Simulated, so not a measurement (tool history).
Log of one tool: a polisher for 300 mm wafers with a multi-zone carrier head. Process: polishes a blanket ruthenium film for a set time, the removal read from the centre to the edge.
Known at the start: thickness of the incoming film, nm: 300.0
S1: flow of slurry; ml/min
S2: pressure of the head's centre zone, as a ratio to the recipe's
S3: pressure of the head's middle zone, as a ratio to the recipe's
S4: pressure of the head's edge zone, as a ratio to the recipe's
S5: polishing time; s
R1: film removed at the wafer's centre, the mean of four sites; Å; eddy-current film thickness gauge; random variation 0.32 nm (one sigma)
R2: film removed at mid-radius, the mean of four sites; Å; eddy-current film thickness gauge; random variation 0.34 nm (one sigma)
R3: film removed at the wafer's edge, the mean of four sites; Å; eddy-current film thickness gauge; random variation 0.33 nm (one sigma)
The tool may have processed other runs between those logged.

run,hour,S1,S2,S3,S4,S5,R1,R2,R3
1,0,275,1,1,1,43,397.3,393.46,391.05
2,4.4,290,0.99,1.05,1.03,45,418.33,434.47,422.88
3,8.7,310,0.98,1.09,1.04,46,425.11,461.33,435.28
4,10,320,0.97,1.12,1.05,47,430.91,481.61,446.92
5,10.6,325,0.96,1.14,1.05,48,434.65,506.56,451.51
6,19,335,0.96,1.15,1.07,49,452.35,517.37,467.94

Estimate the outcome of run 7 from the log above:
7,22.7,340,0.95,1.16,1.07,50,?,?,?

R1: 454.28 Å
R2: 527.69 Å
R3: 480.24 Å
